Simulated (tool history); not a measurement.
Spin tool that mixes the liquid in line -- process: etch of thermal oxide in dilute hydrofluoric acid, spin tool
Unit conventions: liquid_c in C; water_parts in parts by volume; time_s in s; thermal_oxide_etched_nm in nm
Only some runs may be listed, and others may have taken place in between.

| run | day | liquid_c | water_parts | time_s | thermal_oxide_etched_nm |
|---|---|---|---|---|---|
| 1 | 0 | 23 | 235 | 290 | 4.9487 |
| 2 | 0.129 | 23 | 235 | 310 | 5.2581 |
| 3 | 0.158 | 23 | 235 | 290 | 4.9033 |
| 4 | 0.5 | 24.5 | 195 | 290 | 6.4427 |
| 5 | 0.733 | 24.5 | 195 | 290 | 6.5274 |
| 6 | 0.771 | 25.5 | 165 | 290 | 8.3378 |
| 7 | 0.983 | 26.5 | 145 | 290 | 10.058 |
| 8 | 1.088 | 27.5 | 135 | 290 | 11.237 |
| 9 | 1.354 | 28 | 125 | 290 | 12.677 |
| 10 | 1.604 | 28.5 | 120 | 290 | 13.362 |
| 11 | 1.804 | 29 | 115 | 290 | 14.283 |

Predict the results of run 12:
| 12 | 1.958 | 29 | 115 | 290 | ? |

thermal_oxide_etched_nm: 14.564 nm
